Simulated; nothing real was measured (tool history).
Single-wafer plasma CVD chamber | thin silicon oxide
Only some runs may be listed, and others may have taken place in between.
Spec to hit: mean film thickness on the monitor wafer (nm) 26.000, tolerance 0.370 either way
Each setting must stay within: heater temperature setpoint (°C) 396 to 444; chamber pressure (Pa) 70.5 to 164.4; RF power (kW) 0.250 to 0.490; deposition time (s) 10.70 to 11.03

run,hour,heater temperature setpoint (°C),chamber pressure (Pa),RF power (kW),deposition time (s),mean film thickness on the monitor wafer (nm)
1,0.0,420,117.5,0.370,10.70,22.180
2,7.8,420,117.5,0.370,10.70,22.189
3,14.7,420,105.7,0.370,10.70,19.795
4,16.8,420,105.7,0.370,11.03,20.512
5,23.4,420,86.9,0.370,11.03,16.011
6,26.6,420,100.5,0.370,11.03,19.307
7,32.6,420,109.5,0.370,11.03,21.129
8,33.4,420,115.9,0.370,11.03,22.381
9,42.4,420,120.8,0.370,11.03,23.338
10,48.4,420,124.7,0.370,11.03,24.061
11,55.6,420,124.7,0.370,11.03,24.170
12,62.9,420,127.3,0.370,11.03,24.533
13,68.6,420,129.6,0.370,11.03,25.081

5 candidate next runs follow, results not yet known. Just one meets every target within its allowed miss. Identify it.
A,74.3,423,139.2,0.385,11.03,?
B,74.3,423,140.8,0.380,11.03,?
C,74.3,419,132.0,0.400,11.03,?
D,74.3,413,148.3,0.340,11.03,?
E,74.3,408,124.3,0.435,11.03,?

move,mean film thickness on the monitor wafer (nm)
A,26.747
B,26.878
C,26.040
D,27.216
E,25.469
A: takes the biggest miss from the last run beyond its target
B: takes the biggest miss from the last run beyond its target
C: in spec on every target
D: takes the biggest miss from the last run beyond its target
E: nearer than the last run, and not there yet
Correct choice: C, which meets every target

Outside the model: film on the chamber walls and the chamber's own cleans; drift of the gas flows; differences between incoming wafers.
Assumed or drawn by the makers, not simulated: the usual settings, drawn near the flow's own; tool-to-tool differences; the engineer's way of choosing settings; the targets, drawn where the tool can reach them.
